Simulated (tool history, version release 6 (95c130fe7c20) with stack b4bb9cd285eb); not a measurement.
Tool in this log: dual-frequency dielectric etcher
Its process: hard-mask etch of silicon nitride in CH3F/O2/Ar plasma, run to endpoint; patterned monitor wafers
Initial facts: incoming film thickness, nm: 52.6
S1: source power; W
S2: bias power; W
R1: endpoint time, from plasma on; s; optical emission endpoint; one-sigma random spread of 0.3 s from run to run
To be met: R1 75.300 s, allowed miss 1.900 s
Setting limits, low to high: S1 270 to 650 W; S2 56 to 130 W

{"run": 1, "hour": 0.0, "S1": 460, "S2": 93, "R1": 65.227}
{"run": 2, "hour": 8.7, "S1": 440, "S2": 92, "R1": 66.094}
{"run": 3, "hour": 10.6, "S1": 440, "S2": 104, "R1": 63.541}
{"run": 4, "hour": 14.1, "S1": 440, "S2": 111, "R1": 61.989}
{"run": 5, "hour": 17.3, "S1": 500, "S2": 111, "R1": 58.041}
{"run": 6, "hour": 19.7, "S1": 460, "S2": 109, "R1": 60.884}
{"run": 7, "hour": 25.8, "S1": 430, "S2": 107, "R1": 62.93}
{"run": 8, "hour": 27.5, "S1": 410, "S2": 104, "R1": 65.65}
{"run": 9, "hour": 32.0, "S1": 390, "S2": 103, "R1": 66.993}
{"run": 10, "hour": 35.3, "S1": 370, "S2": 102, "R1": 68.714}
{"run": 11, "hour": 38.2, "S1": 360, "S2": 101, "R1": 69.669}
{"run": 12, "hour": 41.4, "S1": 350, "S2": 100, "R1": 70.616}
{"run": 13, "hour": 50.2, "S1": 340, "S2": 100, "R1": 72.27}

4 next moves are on the table. One of them brings every result within its allowed miss. Which?
{"run": "A", "hour": 59.0, "S1": 350, "S2": 103, "R1": "?"}
{"run": "B", "hour": 59.0, "S1": 380, "S2": 104, "R1": "?"}
{"run": "C", "hour": 59.0, "S1": 310, "S2": 102, "R1": "?"}
{"run": "D", "hour": 59.0, "S1": 330, "S2": 105, "R1": "?"}

move=A R1=70.397
move=B R1=67.536
move=C R1=74.822
move=D R1=71.843
A: misses by more than the last run did
B: misses by more than the last run did
C: in spec on every target
D: misses by more than the last run did
C meets every target.
